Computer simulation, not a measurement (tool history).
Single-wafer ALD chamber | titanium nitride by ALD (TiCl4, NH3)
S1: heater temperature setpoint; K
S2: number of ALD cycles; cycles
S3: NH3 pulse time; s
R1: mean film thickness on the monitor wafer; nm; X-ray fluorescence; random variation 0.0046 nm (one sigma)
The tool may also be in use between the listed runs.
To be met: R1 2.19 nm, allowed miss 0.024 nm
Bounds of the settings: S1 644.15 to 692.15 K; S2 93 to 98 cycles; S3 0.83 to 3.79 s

run 1 hour=0 | S1=668.15 S2=98 S3=2.31 | R1=2.3782
run 2 hour=6.1 | S1=664.15 S2=97 S3=1.93 | R1=2.3336
run 3 hour=7.7 | S1=661.15 S2=96 S3=1.66 | R1=2.2904
run 4 hour=8.7 | S1=669.15 S2=96 S3=1.66 | R1=2.3132
run 5 hour=12.5 | S1=669.15 S2=98 S3=1.66 | R1=2.3646
run 6 hour=20.7 | S1=669.15 S2=98 S3=1.35 | R1=2.3437
run 7 hour=25.9 | S1=666.15 S2=97 S3=1.21 | R1=2.2983
run 8 hour=31.9 | S1=664.15 S2=96 S3=1.19 | R1=2.2677
run 9 hour=35.2 | S1=659.15 S2=93 S3=0.95 | R1=2.1659
run 10 hour=37.9 | S1=660.15 S2=93 S3=0.95 | R1=2.1588

4 next moves are on the table. One of them brings every result within its allowed miss. Which?
run A hour=40.6 | S1=672.15 S2=93 S3=0.83 | R1=?
run B hour=40.6 | S1=650.15 S2=93 S3=0.96 | R1=?
run C hour=40.6 | S1=644.15 S2=95 S3=0.84 | R1=?
run D hour=40.6 | S1=664.15 S2=97 S3=0.9 | R1=?

move=A R1=2.1968
move=B R1=2.13
move=C R1=2.1224
move=D R1=2.2694
A: meets every target
B: further off than the last run
C: further off than the last run
D: takes the result that was furthest off past its target
Answer: A

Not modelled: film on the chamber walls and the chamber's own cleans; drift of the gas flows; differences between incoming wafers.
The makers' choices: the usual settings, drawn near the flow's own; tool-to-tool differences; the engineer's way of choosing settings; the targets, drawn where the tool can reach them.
